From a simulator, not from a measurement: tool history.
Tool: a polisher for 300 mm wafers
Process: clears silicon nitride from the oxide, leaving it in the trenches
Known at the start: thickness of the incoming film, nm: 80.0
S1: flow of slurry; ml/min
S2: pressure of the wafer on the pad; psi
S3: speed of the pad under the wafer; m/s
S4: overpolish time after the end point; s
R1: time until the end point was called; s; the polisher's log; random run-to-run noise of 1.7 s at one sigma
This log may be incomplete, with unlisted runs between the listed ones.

Run 1, day 0.000: S1 140 ml/min, S2 1.8 psi, S3 1.28 m/s, S4 32 s. Result: R1 115.40 s.
Run 2, day 0.058: S1 135 ml/min, S2 1.7 psi, S3 1.28 m/s, S4 32 s. Result: R1 116.83 s.
Run 3, day 0.183: S1 135 ml/min, S2 1.6 psi, S3 1.28 m/s, S4 32 s. Result: R1 125.38 s.
Run 4, day 0.271: S1 135 ml/min, S2 1.5 psi, S3 1.28 m/s, S4 32 s. Result: R1 129.39 s.
Run 5, day 0.475: S1 135 ml/min, S2 1.4 psi, S3 1.28 m/s, S4 32 s. Result: R1 137.26 s.
Run 6, day 0.771: S1 135 ml/min, S2 1.4 psi, S3 1.28 m/s, S4 32 s. Result: R1 137.36 s.
Run 7, day 0.896: S1 135 ml/min, S2 1.4 psi, S3 1.28 m/s, S4 32 s. Result: R1 138.88 s.

What will run 8 give?
Run 8, day 1.271: S1 135 ml/min, S2 1.3 psi, S3 1.28 m/s, S4 32 s. Result: R1 ?.

R1: 145.65 s

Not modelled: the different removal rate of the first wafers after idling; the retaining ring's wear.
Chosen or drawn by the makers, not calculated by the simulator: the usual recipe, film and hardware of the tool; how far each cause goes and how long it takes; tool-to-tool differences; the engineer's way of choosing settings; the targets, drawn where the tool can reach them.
